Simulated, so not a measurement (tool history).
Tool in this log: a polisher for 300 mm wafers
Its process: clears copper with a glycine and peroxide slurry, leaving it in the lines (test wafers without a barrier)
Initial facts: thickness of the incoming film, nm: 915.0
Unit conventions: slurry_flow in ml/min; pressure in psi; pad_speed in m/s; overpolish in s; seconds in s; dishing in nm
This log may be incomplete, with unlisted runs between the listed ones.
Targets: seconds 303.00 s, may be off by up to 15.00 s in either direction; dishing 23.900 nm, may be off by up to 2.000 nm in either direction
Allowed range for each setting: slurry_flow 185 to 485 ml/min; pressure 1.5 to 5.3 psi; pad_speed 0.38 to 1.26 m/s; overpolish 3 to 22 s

run  hour  slurry_flow  pressure  pad_speed  overpolish  seconds  dishing
  1   0.0          310       3.4       0.82          11   203.31   30.260
  2   7.8          310       3.4       0.72          11   234.15   26.911
  3  15.6          310       3.2       0.72          11   244.45   27.039
  4  19.3          380       3.2       0.72          11   245.10   27.272
  5  21.5          380       3.1       0.72          11   242.61   27.800
  6  25.1          380       2.9       0.72          11   256.49   26.945
  7  29.7          380       2.8       0.72          11   267.10   26.613
  8  34.8          380       2.7       0.72          11   274.33   27.076
  9  40.7          380       2.3       0.70           9   315.33   19.537

Of the 4 settings listed for the next run, only one would bring every result within its allowed miss of target. Which one?
  A  46.6          250       3.0       0.58           7        ?        ?
  B  46.6          420       2.1       0.72          13        ?        ?
  C  46.6          325       3.1       0.56          11        ?        ?
  D  46.6          420       2.5       0.64           6        ?        ?

move  seconds  dishing
   A   307.20   16.258
   B   326.50   25.439
   C   299.59   23.940
   D   312.82   14.025
A: further off than the last run
B: corrects the largest miss of the last run, while another result sits out of spec
C: all results in spec
D: further off than the last run
Answer: C
